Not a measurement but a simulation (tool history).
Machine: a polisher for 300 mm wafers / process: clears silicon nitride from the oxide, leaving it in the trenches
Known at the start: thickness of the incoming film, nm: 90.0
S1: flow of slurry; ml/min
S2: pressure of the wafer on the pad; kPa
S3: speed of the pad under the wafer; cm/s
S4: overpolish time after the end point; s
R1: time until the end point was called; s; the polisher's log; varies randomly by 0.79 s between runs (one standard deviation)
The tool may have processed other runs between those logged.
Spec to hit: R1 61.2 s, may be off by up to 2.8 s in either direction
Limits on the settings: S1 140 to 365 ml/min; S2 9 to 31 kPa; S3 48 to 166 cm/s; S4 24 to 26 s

{"run": 1, "hour": 0.0, "S1": 235, "S2": 20, "S3": 106, "S4": 24, "R1": 88.375}
{"run": 2, "hour": 1.9, "S1": 235, "S2": 20, "S3": 120, "S4": 24, "R1": 79.607}
{"run": 3, "hour": 2.7, "S1": 235, "S2": 20, "S3": 120, "S4": 24, "R1": 76.738}
{"run": 4, "hour": 5.2, "S1": 180, "S2": 20, "S3": 120, "S4": 24, "R1": 80.824}
{"run": 5, "hour": 11.4, "S1": 180, "S2": 20, "S3": 140, "S4": 24, "R1": 70.095}
{"run": 6, "hour": 16.7, "S1": 185, "S2": 20.7, "S3": 140, "S4": 24, "R1": 69.432}
{"run": 7, "hour": 19.0, "S1": 190, "S2": 21.4, "S3": 140, "S4": 24, "R1": 66.62}
{"run": 8, "hour": 22.1, "S1": 190, "S2": 22.1, "S3": 140, "S4": 24, "R1": 65.689}
{"run": 9, "hour": 26.4, "S1": 190, "S2": 22.8, "S3": 140, "S4": 24, "R1": 64.232}

4 next moves are on the table. One of them brings every result within its allowed miss. Which?
{"run": "A", "hour": 30.7, "S1": 195, "S2": 19.3, "S3": 140, "S4": 26, "R1": "?"}
{"run": "B", "hour": 30.7, "S1": 140, "S2": 19.3, "S3": 146, "S4": 26, "R1": "?"}
{"run": "C", "hour": 30.7, "S1": 185, "S2": 25.5, "S3": 136, "S4": 24, "R1": "?"}
{"run": "D", "hour": 30.7, "S1": 260, "S2": 23.4, "S3": 156, "S4": 24, "R1": "?"}

move=A R1=71.11
move=B R1=70.004
move=C R1=61.604
move=D R1=55.94
A: misses by more than the last run did
B: misses by more than the last run did
C: all results in spec
D: takes the biggest miss from the last run beyond its target
Answer: C
